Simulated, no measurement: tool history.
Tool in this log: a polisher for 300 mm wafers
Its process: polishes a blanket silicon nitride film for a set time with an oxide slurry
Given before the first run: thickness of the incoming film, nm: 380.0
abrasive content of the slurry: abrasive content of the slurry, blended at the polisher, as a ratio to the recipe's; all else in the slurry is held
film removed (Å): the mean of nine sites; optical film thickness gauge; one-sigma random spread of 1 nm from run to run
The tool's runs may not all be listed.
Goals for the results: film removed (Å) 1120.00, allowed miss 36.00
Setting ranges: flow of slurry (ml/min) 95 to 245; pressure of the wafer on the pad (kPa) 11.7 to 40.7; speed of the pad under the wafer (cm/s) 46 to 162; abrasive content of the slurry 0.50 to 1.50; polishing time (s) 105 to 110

run  hour  flow of slurry (ml/min)  pressure of the wafer on the pad (kPa)  speed of the pad under the wafer (cm/s)  abrasive content of the slurry  polishing time (s)  film removed (Å)
  1   0.0                      155                                    26.2                                      104                            1.00                 105            669.11
  2   4.4                      155                                    26.2                                      104                            0.90                 105            624.34
  3   8.3                      155                                    21.4                                      104                            0.90                 105            515.42
  4  11.8                      155                                    21.4                                      104                            0.90                 110            547.22
  5  13.2                      165                                    26.2                                      104                            0.90                 110            664.52
  6  15.3                      165                                    30.3                                      104                            0.90                 110            765.85
  7  21.6                      190                                    37.2                                      106                            0.90                 110            956.63
  8  24.2                      190                                    38.6                                      108                            0.90                 110           1036.70
  9  25.8                      210                                    40.0                                      108                            0.90                 110           1066.00
 10  30.6                      210                                    40.0                                      110                            0.90                 110           1083.70

Exactly one of the 5 candidate moves below puts every result within its allowed miss. Which one?
  A  35.4                      215                                    36.5                                      104                            1.00                 110                 ?
  B  35.4                      200                                    35.2                                      108                            1.10                 105                 ?
  C  35.4                      210                                    40.0                                      106                            1.00                 109                 ?
  D  35.4                      235                                    39.3                                       94                            1.05                 105                 ?
  E  35.4                      210                                    40.7                                      104                            0.85                 110                 ?

move  film removed (Å)
   A           1033.20
   B           1026.80
   C           1129.90
   D           1030.50
   E           1010.70
A: its largest miss is bigger than the last run's
B: its largest miss is bigger than the last run's
C: meets every target
D: its largest miss is bigger than the last run's
E: its largest miss is bigger than the last run's
So the answer is move C, the one that meets all the targets.
